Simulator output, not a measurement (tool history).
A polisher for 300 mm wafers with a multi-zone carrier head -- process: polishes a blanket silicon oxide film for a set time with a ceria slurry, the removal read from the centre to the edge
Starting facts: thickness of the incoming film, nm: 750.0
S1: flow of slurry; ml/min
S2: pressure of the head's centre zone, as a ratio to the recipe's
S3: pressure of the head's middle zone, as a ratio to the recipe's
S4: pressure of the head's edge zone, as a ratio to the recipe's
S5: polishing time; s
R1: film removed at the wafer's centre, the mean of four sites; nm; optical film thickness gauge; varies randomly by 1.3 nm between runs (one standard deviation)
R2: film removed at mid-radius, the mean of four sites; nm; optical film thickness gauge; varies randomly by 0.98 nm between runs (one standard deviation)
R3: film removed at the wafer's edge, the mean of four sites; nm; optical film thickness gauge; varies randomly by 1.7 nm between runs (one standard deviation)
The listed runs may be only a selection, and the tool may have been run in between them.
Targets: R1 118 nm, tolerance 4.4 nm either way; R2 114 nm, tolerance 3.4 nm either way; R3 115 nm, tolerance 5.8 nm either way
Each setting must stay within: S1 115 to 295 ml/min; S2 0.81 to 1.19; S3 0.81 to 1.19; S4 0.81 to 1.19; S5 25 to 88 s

run  hour   S1    S2    S3    S4  S5      R1      R2      R3
  1     0  190     1     1     1  56   228.2  233.51  225.83
  2   4.8  185     1  0.99  0.98  53  220.99  217.08  208.63
  3   6.7  180  0.98  0.98  0.97  50  199.66  205.12  196.59
  4  13.1  180  0.98  0.94  0.97  50  199.47  194.79  202.58
  5  17.3  180  0.98  0.94  0.92  50  206.37  193.77   189.6
  6  25.7  180  1.02  0.94  0.92  50  208.77  193.83  196.02
  7  31.4  175     1  0.93  0.91  48  199.67  183.65  185.96
  8    33  175  0.99  0.92   0.9  46  185.43  175.24  178.76
  9  41.6  140     1  0.89  0.81  30  115.12  106.87  106.19
 10  45.4  145     1  0.89  0.82  30  118.34  107.04  110.71
 11  50.8  155  0.98  0.91  0.83  30   117.3  109.01  107.58
 12    57  155  0.98  0.91  0.84  30  115.74  110.62  111.28

4 next moves are on the table. One of them brings every result within its allowed miss. Which?
  A  63.2  115  0.99  0.94  0.86  33   ?   ?   ?
  B  63.2  170   0.9  0.99  0.87  29   ?   ?   ?
  C  63.2  190  0.99  0.87  0.83  29   ?   ?   ?
  D  63.2  165  1.09  0.98  0.81  28   ?   ?   ?

move      R1      R2      R3
   A  119.37   116.4  116.04
   B  108.21  117.57  109.53
   C  119.45   107.7  109.28
   D  121.43  111.82  102.43
A: every result lands within tolerance
B: the result that was furthest off in the last run now lies on the other side of its target
C: the biggest miss grows against the last run
D: the furthest-off result lands on target, but another misses its tolerance
The move that meets every target is A.

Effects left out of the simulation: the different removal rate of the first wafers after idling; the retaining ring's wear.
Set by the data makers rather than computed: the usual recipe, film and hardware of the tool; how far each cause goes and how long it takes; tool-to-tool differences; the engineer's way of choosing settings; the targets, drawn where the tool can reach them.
